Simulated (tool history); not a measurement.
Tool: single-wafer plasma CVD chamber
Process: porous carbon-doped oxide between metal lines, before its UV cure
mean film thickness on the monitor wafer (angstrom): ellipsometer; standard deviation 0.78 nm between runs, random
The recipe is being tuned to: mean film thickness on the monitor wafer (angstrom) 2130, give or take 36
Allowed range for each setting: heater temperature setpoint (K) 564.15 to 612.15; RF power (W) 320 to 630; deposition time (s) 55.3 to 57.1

run	hour	heater temperature setpoint (K)	RF power (W)	deposition time (s)	mean film thickness on the monitor wafer (angstrom)
1	0	588.15	475	55.3	2522.5
2	4.8	591.15	465	55.3	2462.3
3	6.7	594.15	455	55.3	2361.4
4	13.2	594.15	515	55.3	2640.8
5	16.5	597.15	500	55.3	2551.6
6	23.3	599.15	485	55.3	2467
7	27.3	599.15	485	55.3	2449.7
8	34.9	601.15	475	55.3	2400.1
# hour 36.3: RF generator calibrated
9	36.3	602.15	465	55.3	2423.1
10	44.4	602.15	450	55.3	2336.6
11	48.8	602.15	450	55.3	2336.6
12	51.4	612.15	410	55.3	2065.2
13	52.5	611.15	410	55.3	2076.3
14	53.1	610.15	410	55.3	2092.7
15	55.7	609.15	410	55.3	2091.9

Consider the 5 candidate settings below. Which is the only one whose results all fall within their allowed miss of target?
A	58.3	610.15	405	55.3	?
B	58.3	607.15	385	56.6	?
C	58.3	612.15	405	55.3	?
D	58.3	607.15	410	56.2	?
E	58.3	606.15	390	55.9	?

move	mean film thickness on the monitor wafer (angstrom)
A	2052.6
B	2021.7
C	2036.4
D	2135.3
E	2031.2
A: further off than the last run
B: further off than the last run
C: further off than the last run
D: all results land within tolerance of their targets
E: further off than the last run
Move D is the one to make.
